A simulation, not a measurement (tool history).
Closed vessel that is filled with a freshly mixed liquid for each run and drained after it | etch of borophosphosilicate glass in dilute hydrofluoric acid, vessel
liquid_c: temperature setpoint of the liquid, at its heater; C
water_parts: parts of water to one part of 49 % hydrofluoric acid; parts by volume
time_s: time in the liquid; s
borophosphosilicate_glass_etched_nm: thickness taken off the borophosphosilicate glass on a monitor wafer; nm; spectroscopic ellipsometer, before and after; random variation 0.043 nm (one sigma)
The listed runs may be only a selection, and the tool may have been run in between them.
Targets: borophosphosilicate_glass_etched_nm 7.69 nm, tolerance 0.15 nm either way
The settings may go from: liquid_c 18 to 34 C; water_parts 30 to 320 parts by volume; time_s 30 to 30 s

run  hour  liquid_c  water_parts  time_s  borophosphosilicate_glass_etched_nm
  1     0        26          175      30                                5.921
  2   6.2      26.5          175      30                               6.0259
  3  11.6        25          175      30                               5.6803
  4  18.5        25          150      30                               6.8847
  5  22.5        25           85      30                               13.004
  6  25.4        25           50      30                               23.297
  7  26.2      24.5           55      30                               20.364
  8  27.9        24           60      30                               18.341
  9    34      23.5           65      30                                16.68
 10  42.3        23           70      30                               15.054
 11  48.2      22.5           75      30                               13.707
 12  49.7        22           75      30                               13.352

4 next moves are on the table. One of them brings every result within its allowed miss. Which?
  A  51.2      21.5          120      30                                    ?
  B  51.2      20.5           85      30                                    ?
  C  51.2      19.5           80      30                                    ?
  D  51.2        21          155      30                                    ?

move  borophosphosilicate_glass_etched_nm
   A                               7.7169
   B                               10.886
   C                                11.16
   D                               5.6379
A: hits every target within its allowed miss
B: better than the last run, though not everything is in spec
C: better than the last run, though not everything is in spec
D: moves the result that the last run missed by most past its target, out the other side
The right move is A.

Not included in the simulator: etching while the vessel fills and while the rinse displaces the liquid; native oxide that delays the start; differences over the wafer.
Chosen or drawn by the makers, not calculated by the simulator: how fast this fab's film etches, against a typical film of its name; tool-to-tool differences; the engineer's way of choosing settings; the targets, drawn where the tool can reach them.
